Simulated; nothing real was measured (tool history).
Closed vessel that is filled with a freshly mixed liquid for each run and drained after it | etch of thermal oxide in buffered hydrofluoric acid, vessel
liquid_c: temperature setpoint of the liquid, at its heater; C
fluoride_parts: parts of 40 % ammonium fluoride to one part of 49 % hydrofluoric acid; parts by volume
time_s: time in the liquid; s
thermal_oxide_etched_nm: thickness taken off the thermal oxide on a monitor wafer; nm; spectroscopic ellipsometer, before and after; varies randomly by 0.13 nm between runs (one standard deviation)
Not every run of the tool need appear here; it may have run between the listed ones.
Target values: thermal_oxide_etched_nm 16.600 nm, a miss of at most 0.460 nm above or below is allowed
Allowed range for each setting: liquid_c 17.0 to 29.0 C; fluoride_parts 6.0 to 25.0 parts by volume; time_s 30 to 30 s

run	hour	liquid_c	fluoride_parts	time_s	thermal_oxide_etched_nm
1	0.0	21.0	15.5	30	18.176
2	2.7	24.5	15.5	30	21.741
3	7.3	24.5	13.5	30	25.158
4	10.9	24.5	13.5	30	24.928
5	11.8	23.5	13.5	30	23.393
6	15.6	26.0	13.5	30	27.115
7	18.6	24.5	13.5	30	25.290
8	26.4	20.5	14.5	30	18.531
9	28.9	20.0	14.5	30	18.141

Consider the 4 candidate settings below. Which is the only one whose results all fall within their allowed miss of target?
A	31.4	23.5	15.5	30	?
B	31.4	20.0	13.0	30	?
C	31.4	23.0	20.0	30	?
D	31.4	21.0	16.5	30	?

move	thermal_oxide_etched_nm
A	20.556
B	20.089
C	15.551
D	16.813
A: lands further from the targets than the last run did
B: lands further from the targets than the last run did
C: moves the result that the last run missed by most past its target, out the other side
D: all results land within tolerance of their targets
D meets every target.
